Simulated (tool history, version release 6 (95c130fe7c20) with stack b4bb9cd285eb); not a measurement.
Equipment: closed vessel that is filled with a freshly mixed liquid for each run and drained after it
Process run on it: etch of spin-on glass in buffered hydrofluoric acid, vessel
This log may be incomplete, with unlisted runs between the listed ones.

run	day	temperature setpoint of the liquid (°C)	parts of 40 % ammonium fluoride to one part of 49 % hydrofluoric acid (parts by volume)	time in the liquid (s)	thickness taken off the spin-on glass on a monitor wafer (nm)
1	0.000	24.0	23.5	90	220.50
2	0.254	24.0	19.5	90	259.86
3	0.496	26.5	19.5	90	296.65
4	0.529	26.5	26.0	90	234.62
5	0.875	26.5	26.0	100	263.07
6	1.088	27.5	25.0	100	283.17

What will run 7 give?
7	1.450	28.5	23.5	100	?

thickness taken off the spin-on glass on a monitor wafer (nm): 311.83
